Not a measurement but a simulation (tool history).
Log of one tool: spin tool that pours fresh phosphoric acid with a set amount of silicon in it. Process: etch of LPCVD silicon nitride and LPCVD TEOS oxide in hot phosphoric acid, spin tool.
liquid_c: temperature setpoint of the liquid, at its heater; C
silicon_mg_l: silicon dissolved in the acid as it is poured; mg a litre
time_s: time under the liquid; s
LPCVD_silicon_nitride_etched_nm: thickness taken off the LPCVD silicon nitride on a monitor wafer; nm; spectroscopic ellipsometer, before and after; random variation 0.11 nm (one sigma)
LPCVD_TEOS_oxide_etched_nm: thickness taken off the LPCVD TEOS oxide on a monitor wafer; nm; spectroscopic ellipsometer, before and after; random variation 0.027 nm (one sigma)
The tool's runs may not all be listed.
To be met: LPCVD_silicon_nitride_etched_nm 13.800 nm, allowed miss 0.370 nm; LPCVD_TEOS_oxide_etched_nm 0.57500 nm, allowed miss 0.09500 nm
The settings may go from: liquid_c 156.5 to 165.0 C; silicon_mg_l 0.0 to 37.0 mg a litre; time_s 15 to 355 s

run,hour,liquid_c,silicon_mg_l,time_s,LPCVD_silicon_nitride_etched_nm,LPCVD_TEOS_oxide_etched_nm
1,0.0,160.0,16.0,180,15.317,0.61073
2,6.9,160.0,15.5,180,15.336,0.67265
3,11.6,162.0,15.5,180,16.643,0.62190
4,16.4,162.0,11.0,180,16.420,0.80499
5,18.1,161.5,11.5,180,15.999,0.76798
6,22.2,163.0,11.5,180,17.050,0.75960
7,24.0,162.5,12.0,180,16.573,0.82423
8,30.4,162.0,12.5,180,16.429,0.80867
9,37.2,161.5,13.0,180,15.970,0.74514
10,37.9,161.0,13.5,180,15.813,0.70483
11,42.0,160.5,14.0,180,15.625,0.63450
12,45.9,160.0,13.5,180,15.327,0.63207
13,52.4,159.5,13.0,180,14.971,0.64190

5 next moves are on the table. One of them brings every result within its allowed miss. Which?
A,58.9,160.5,10.0,180,?,?
B,58.9,160.0,16.0,190,?,?
C,58.9,158.5,8.0,160,?,?
D,58.9,162.0,17.0,150,?,?
E,58.9,158.0,10.0,200,?,?

move,LPCVD_silicon_nitride_etched_nm,LPCVD_TEOS_oxide_etched_nm
A,15.497,0.70790
B,16.086,0.62407
C,12.878,0.56649
D,13.578,0.55636
E,15.828,0.65313
A: further off than the last run
B: further off than the last run
C: takes the result that was furthest off past its target
D: meets every target
E: further off than the last run
The right move is D.
